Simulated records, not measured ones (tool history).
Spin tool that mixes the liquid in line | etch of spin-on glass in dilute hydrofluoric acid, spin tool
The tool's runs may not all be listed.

run,hour,temperature setpoint of the liquid (C),parts of water to one part of 49 % hydrofluoric acid (parts by volume),time under the liquid (s),thickness taken off the spin-on glass on a monitor wafer (Å)
1,0,21,170,110,222.58
2,7.5,20,185,110,193.83
3,9.8,20,185,110,193.85
4,12.9,19,195,110,174.41
5,21.9,19,195,120,190.27
6,27.9,19,160,120,241.66
7,32.5,18.5,180,120,203.1

Run 8 comes next. What will it give?
8,33.1,18,195,120,?

{"run 8": {"thickness taken off the spin-on glass on a monitor wafer (Å)": 183.83}}

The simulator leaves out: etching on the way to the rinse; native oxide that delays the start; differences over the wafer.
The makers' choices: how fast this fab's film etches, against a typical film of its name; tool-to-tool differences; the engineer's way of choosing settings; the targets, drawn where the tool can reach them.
